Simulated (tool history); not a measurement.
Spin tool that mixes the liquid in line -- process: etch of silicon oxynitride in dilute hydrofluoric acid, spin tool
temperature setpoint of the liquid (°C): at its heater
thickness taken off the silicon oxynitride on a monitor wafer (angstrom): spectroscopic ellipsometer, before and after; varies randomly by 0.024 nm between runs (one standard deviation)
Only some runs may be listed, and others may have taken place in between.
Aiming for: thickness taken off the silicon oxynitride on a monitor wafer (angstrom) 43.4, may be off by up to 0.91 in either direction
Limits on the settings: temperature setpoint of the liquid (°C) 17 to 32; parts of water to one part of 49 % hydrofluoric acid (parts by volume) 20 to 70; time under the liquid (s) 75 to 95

run  hour  temperature setpoint of the liquid (°C)  parts of water to one part of 49 % hydrofluoric acid (parts by volume)  time under the liquid (s)  thickness taken off the silicon oxynitride on a monitor wafer (angstrom)
  1     0                                       24                                                                      40                         95                                                                    36.117
  2   6.8                                       25                                                                      40                         95                                                                    37.875
  3  15.3                                       26                                                                      40                         95                                                                    39.557
  4  22.2                                       26                                                                      50                         95                                                                    31.341
  5  27.8                                       28                                                                      50                         95                                                                    34.387
  6    35                                       29                                                                      50                         95                                                                    36.179
  7  41.9                                       30                                                                      50                         95                                                                    38.056
  8    50                                     30.5                                                                      50                         95                                                                    38.979

Exercise: of the 4 proposed moves below, exactly one satisfies all targets within the stated allowed misses. Which move is it?
  A  58.1                                       31                                                                      55                         90                                                                         ?
  B  58.1                                     29.5                                                                      40                         85                                                                         ?
  C  58.1                                     30.5                                                                      45                         95                                                                         ?
  D  58.1                                       32                                                                      45                         85                                                                         ?

move  thickness taken off the silicon oxynitride on a monitor wafer (angstrom)
   A                                                                    34.245
   B                                                                    42.114
   C                                                                    43.628
   D                                                                    41.844
A: its largest miss is bigger than the last run's
B: closes in on the targets versus the last run, not all within tolerance yet
C: every result lands within tolerance
D: closes in on the targets versus the last run, not all within tolerance yet
Move C is the one to make.
